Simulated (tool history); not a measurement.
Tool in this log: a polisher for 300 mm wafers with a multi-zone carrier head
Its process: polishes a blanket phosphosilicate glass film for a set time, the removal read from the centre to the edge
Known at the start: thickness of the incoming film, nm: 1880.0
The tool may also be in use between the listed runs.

| run | hour | flow of slurry (ml/min) | pressure of the head's centre zone | pressure of the head's middle zone | pressure of the head's edge zone | abrasive content of the slurry | polishing time (s) | film removed at the wafer's centre (angstrom) | film removed at mid-radius (angstrom) | film removed at the wafer's edge (angstrom) |
|---|---|---|---|---|---|---|---|---|---|---|
| 1 | 0 | 155 | 1 | 1 | 1 | 1 | 45 | 4491.6 | 4403.9 | 4655.7 |
| 2 | 7.6 | 155 | 1 | 0.94 | 1 | 1 | 45 | 4549.3 | 4349.8 | 4639 |
| 3 | 10.1 | 150 | 1 | 0.93 | 0.99 | 0.95 | 43 | 4204.7 | 4009.2 | 4252.4 |
| 4 | 12.6 | 150 | 1 | 0.93 | 0.99 | 0.8 | 43 | 3782.6 | 3634.9 | 3969.8 |
| 5 | 18.9 | 145 | 1 | 0.92 | 0.98 | 0.75 | 42 | 3661.3 | 3303.2 | 3699 |
| 6 | 22.3 | 145 | 0.99 | 0.93 | 0.96 | 0.7 | 41 | 3383.4 | 3264.8 | 3507.1 |
| 7 | 23.4 | 145 | 0.99 | 0.93 | 0.96 | 0.7 | 41 | 3385.6 | 3281.7 | 3427.3 |
| 8 | 26.2 | 140 | 0.98 | 0.92 | 0.96 | 0.7 | 40 | 3226.5 | 3054.8 | 3399.7 |

What does the tool deliver on the next run?
|  | 31.5 | edge zone pressure recalibrated |
| 9 | 31.5 | 140 | 0.95 | 0.94 | 0.86 | 0.5 | 29 | ? | ? | ? |

Run 9 produced film removed at the wafer's centre (angstrom) 1938.8, film removed at mid-radius (angstrom) 1893.4, film removed at the wafer's edge (angstrom) 1857.4.
